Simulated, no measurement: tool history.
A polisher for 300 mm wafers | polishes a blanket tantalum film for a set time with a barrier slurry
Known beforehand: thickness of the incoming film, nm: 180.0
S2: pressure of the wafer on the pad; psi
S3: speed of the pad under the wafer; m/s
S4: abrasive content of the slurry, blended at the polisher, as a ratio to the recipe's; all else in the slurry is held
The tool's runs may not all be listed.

Run 1, hour 0.0: flow of slurry (ml/min) 195, S2 1.3 psi, S3 0.88 m/s, S4 1.0, polishing time (s) 29. Result: film removed (Å) 299.88.
Run 2, hour 2.5: flow of slurry (ml/min) 175, S2 1.3 psi, S3 0.88 m/s, S4 1.0, polishing time (s) 29. Result: film removed (Å) 295.47.
Run 3, hour 10.6: flow of slurry (ml/min) 170, S2 1.2 psi, S3 0.88 m/s, S4 1.0, polishing time (s) 29. Result: film removed (Å) 274.55.
Run 4, hour 13.9: flow of slurry (ml/min) 170, S2 1.2 psi, S3 0.88 m/s, S4 1.0, polishing time (s) 29. Result: film removed (Å) 279.69.
Run 5, hour 15.6: flow of slurry (ml/min) 170, S2 1.1 psi, S3 0.86 m/s, S4 1.0, polishing time (s) 29. Result: film removed (Å) 251.41.
Run 6, hour 21.3: flow of slurry (ml/min) 170, S2 1.0 psi, S3 0.84 m/s, S4 1.0, polishing time (s) 29. Result: film removed (Å) 226.06.

What will run 7 give?
Run 7, hour 27.0: flow of slurry (ml/min) 170, S2 0.9 psi, S3 0.84 m/s, S4 1.0, polishing time (s) 29. Result: film removed (Å) ?.

film removed (Å): 209.85

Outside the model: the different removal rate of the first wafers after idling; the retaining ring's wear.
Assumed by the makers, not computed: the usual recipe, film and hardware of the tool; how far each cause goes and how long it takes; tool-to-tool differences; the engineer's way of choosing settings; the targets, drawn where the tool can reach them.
